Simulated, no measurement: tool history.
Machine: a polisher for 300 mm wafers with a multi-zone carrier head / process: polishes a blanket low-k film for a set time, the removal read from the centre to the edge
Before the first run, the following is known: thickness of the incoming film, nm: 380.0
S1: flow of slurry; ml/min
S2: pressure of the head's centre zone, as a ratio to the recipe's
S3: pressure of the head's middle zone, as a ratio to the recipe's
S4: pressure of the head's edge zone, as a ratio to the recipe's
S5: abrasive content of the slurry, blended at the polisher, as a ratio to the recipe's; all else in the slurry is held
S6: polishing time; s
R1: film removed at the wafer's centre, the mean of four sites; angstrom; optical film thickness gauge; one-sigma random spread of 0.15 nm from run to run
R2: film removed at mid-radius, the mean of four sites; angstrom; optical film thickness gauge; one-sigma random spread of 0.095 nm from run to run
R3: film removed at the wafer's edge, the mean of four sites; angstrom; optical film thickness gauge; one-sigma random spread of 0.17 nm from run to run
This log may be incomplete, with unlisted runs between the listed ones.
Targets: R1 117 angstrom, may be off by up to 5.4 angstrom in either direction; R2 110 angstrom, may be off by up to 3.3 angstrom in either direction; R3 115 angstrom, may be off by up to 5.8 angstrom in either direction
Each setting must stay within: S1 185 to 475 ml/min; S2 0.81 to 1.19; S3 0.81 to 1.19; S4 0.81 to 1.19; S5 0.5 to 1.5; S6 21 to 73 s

{"run": 1, "hour": 0.0, "S1": 305, "S2": 1, "S3": 1, "S4": 1, "S5": 1, "S6": 47, "R1": 148, "R2": 150.16, "R3": 142.93}
{"run": 2, "hour": 3.7, "S1": 305, "S2": 1, "S3": 1, "S4": 1, "S5": 1.15, "S6": 47, "R1": 161.52, "R2": 160.15, "R3": 154.7}
{"run": 3, "hour": 12.2, "S1": 305, "S2": 1, "S3": 1, "S4": 0.95, "S5": 1.15, "S6": 47, "R1": 160.58, "R2": 159.38, "R3": 151.88}
{"run": 4, "hour": 19.7, "S1": 305, "S2": 0.99, "S3": 0.97, "S4": 0.94, "S5": 1.05, "S6": 47, "R1": 149, "R2": 149.61, "R3": 143.6}
{"run": 5, "hour": 20.9, "S1": 305, "S2": 0.99, "S3": 0.97, "S4": 0.94, "S5": 1.05, "S6": 56, "R1": 174.83, "R2": 181.75, "R3": 167.54}
{"hour": 28.0, "done": "edge zone pressure recalibrated"}
{"run": 6, "hour": 28.0, "S1": 245, "S2": 0.99, "S3": 0.97, "S4": 0.94, "S5": 1.05, "S6": 56, "R1": 171.39, "R2": 173.95, "R3": 164.16}
{"run": 7, "hour": 34.1, "S1": 235, "S2": 0.99, "S3": 0.94, "S4": 0.94, "S5": 0.95, "S6": 55, "R1": 159.44, "R2": 160.11, "R3": 155.19}
{"run": 8, "hour": 41.9, "S1": 230, "S2": 1, "S3": 0.92, "S4": 0.94, "S5": 0.85, "S6": 54, "R1": 147.72, "R2": 143.07, "R3": 144.67}
{"run": 9, "hour": 44.5, "S1": 230, "S2": 1, "S3": 0.91, "S4": 0.92, "S5": 0.75, "S6": 54, "R1": 133.52, "R2": 132.78, "R3": 131.11}

Consider the 4 candidate settings below. Which is the only one whose results all fall within their allowed miss of target?
{"run": "A", "hour": 47.1, "S1": 265, "S2": 1.13, "S3": 0.92, "S4": 0.81, "S5": 0.7, "S6": 46, "R1": "?", "R2": "?", "R3": "?"}
{"run": "B", "hour": 47.1, "S1": 220, "S2": 0.99, "S3": 0.88, "S4": 0.93, "S5": 0.8, "S6": 44, "R1": "?", "R2": "?", "R3": "?"}
{"run": "C", "hour": 47.1, "S1": 240, "S2": 1.17, "S3": 0.89, "S4": 0.91, "S5": 0.85, "S6": 40, "R1": "?", "R2": "?", "R3": "?"}
{"run": "D", "hour": 47.1, "S1": 315, "S2": 1.19, "S3": 0.93, "S4": 0.91, "S5": 0.7, "S6": 42, "R1": "?", "R2": "?", "R3": "?"}

move=A R1=131.44 R2=110.07 R3=102.45
move=B R1=116.66 R2=109.21 R3=111.66
move=C R1=132.08 R2=104.92 R3=105.26
move=D R1=129.18 R2=103.07 R3=100.01
A: the furthest-off result lands on target, but another misses its tolerance
B: all results land within tolerance of their targets
C: pushes the last run's worst result past its target
D: pushes the last run's worst result past its target
Answer: B
